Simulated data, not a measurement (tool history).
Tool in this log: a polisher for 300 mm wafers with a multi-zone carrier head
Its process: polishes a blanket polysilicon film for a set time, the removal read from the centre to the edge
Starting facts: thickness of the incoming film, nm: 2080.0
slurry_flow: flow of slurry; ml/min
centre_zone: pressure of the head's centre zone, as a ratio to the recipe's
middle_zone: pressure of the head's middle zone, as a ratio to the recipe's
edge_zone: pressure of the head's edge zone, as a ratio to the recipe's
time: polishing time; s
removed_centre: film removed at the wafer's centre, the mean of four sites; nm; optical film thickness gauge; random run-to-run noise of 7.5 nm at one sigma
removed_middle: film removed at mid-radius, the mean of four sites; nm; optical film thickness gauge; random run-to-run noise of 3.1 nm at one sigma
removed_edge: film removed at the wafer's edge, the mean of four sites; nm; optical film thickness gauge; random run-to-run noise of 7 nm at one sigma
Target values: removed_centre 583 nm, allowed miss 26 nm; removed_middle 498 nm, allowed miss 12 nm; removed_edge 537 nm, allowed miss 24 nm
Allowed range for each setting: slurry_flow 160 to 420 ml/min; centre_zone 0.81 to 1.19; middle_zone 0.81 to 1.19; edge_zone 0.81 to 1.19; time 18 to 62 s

run	hour	slurry_flow	centre_zone	middle_zone	edge_zone	time	removed_centre	removed_middle	removed_edge
1	0	270	1	1	1	40	362.26	392.11	389.54
2	5.8	285	1.06	0.99	1.03	43	407.65	422.64	417.88
3	6.8	225	1.06	0.99	1.03	43	400.42	414.69	418.6
4	10.9	230	1.1	0.96	1.03	46	449.55	425.62	453.72
5	17.6	230	1.1	0.91	1.03	46	440.33	417.46	447.83
6	21.4	230	1.1	0.91	1.08	46	443.76	416.57	456.7
7	24.8	240	1.13	0.92	1.07	48	479.41	437.52	481.32
8	28	250	1.15	0.93	1.05	50	511.65	462.25	490.57
9	31.1	250	1.16	0.92	1.05	51	527.25	469.68	495.7
10	36.7	250	1.17	0.91	1.06	52	542.77	471.37	521.75
11	39.9	255	1.18	0.91	1.05	53	557.4	480.62	523.8
12	45.2	255	1.18	0.91	1.05	53	565.1	484.22	526.57
13	52.6	260	1.18	0.91	1.05	53	551.48	480.81	520.37

Next run, 5 choices. One meets every target within its allowed miss, the rest don't. Which?
A	60	230	1.18	0.97	0.99	56	?	?	?
B	60	240	1.14	0.93	1.06	52	?	?	?
C	60	195	1.19	0.9	0.99	57	?	?	?
D	60	350	1.11	0.9	0.9	57	?	?	?
E	60	250	1.17	0.84	1.1	52	?	?	?

move	removed_centre	removed_middle	removed_edge
A	596.66	523.08	531.98
B	538.14	474.11	512.19
C	596.12	493.13	532.37
D	599.66	528.49	537.49
E	555.35	444	523.82
A: moves the result that the last run missed by most past its target, out the other side
B: misses by more than the last run did
C: every result lands within tolerance
D: moves the result that the last run missed by most past its target, out the other side
E: misses by more than the last run did
So the answer is move C, the one that meets all the targets.
